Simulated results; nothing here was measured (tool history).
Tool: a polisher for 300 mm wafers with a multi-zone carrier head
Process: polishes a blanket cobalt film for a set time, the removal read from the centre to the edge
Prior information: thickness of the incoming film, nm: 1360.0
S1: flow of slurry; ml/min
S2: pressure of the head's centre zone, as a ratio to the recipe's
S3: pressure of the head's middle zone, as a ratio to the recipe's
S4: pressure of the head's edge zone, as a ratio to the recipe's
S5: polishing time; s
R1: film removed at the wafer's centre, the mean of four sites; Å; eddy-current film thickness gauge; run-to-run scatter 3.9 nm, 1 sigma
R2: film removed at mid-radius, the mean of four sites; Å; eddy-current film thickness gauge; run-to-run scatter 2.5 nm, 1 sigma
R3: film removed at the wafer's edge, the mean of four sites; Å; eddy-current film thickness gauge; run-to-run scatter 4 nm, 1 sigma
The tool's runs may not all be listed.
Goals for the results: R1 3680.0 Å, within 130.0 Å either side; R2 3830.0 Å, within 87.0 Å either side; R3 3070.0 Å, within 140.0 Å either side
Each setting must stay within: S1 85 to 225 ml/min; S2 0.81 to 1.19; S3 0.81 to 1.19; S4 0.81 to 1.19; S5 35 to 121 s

Run 1, hour 0.0: S1 145 ml/min, S2 1.00, S3 1.00, S4 1.00, S5 78 s. Result: R1 2376.9 Å, R2 2484.4 Å, R3 2465.1 Å.
Run 2, hour 6.4: S1 165 ml/min, S2 1.05, S3 1.06, S4 0.99, S5 82 s. Result: R1 2672.4 Å, R2 2808.7 Å, R3 2573.2 Å.
Run 3, hour 8.8: S1 180 ml/min, S2 1.09, S3 1.10, S4 1.00, S5 86 s. Result: R1 2911.9 Å, R2 3098.0 Å, R3 2776.4 Å.
Run 4, hour 11.1: S1 190 ml/min, S2 1.12, S3 1.12, S4 0.98, S5 89 s. Result: R1 3133.9 Å, R2 3289.3 Å, R3 2791.7 Å.
Run 5, hour 20.0: S1 190 ml/min, S2 1.12, S3 1.12, S4 0.98, S5 97 s. Result: R1 3410.9 Å, R2 3544.1 Å, R3 3103.7 Å.
Run 6, hour 27.6: S1 190 ml/min, S2 1.12, S3 1.12, S4 0.98, S5 111 s. Result: R1 3896.7 Å, R2 4116.7 Å, R3 3552.6 Å.
Run 7, hour 31.6: S1 180 ml/min, S2 1.12, S3 1.12, S4 0.94, S5 110 s. Result: R1 3742.5 Å, R2 3979.9 Å, R3 3406.7 Å.
Run 8, hour 34.3: S1 170 ml/min, S2 1.17, S3 1.14, S4 0.84, S5 107 s. Result: R1 3793.9 Å, R2 3945.6 Å, R3 3104.1 Å.

Below are 4 possible settings for the next run. Only one of them brings all results inside the allowed miss of their targets. Which is it?
Run A, hour 37.0: S1 180 ml/min, S2 1.19, S3 1.14, S4 0.81, S5 109 s. Result: R1 ?, R2 ?, R3 ?.
Run B, hour 37.0: S1 150 ml/min, S2 1.18, S3 1.15, S4 0.86, S5 106 s. Result: R1 ?, R2 ?, R3 ?.
Run C, hour 37.0: S1 145 ml/min, S2 1.11, S3 1.13, S4 0.82, S5 113 s. Result: R1 ?, R2 ?, R3 ?.
Run D, hour 37.0: S1 170 ml/min, S2 1.17, S3 1.19, S4 0.88, S5 105 s. Result: R1 ?, R2 ?, R3 ?.

move      R1      R2      R3
   A  3976.6  4066.7  3213.0
   B  3715.3  3867.7  3139.3
   C  3747.3  4038.3  3263.3
   D  3743.2  4029.5  3188.5
A: its largest miss is bigger than the last run's
B: all results land within tolerance of their targets
C: its largest miss is bigger than the last run's
D: its largest miss is bigger than the last run's
The move that meets every target is B.

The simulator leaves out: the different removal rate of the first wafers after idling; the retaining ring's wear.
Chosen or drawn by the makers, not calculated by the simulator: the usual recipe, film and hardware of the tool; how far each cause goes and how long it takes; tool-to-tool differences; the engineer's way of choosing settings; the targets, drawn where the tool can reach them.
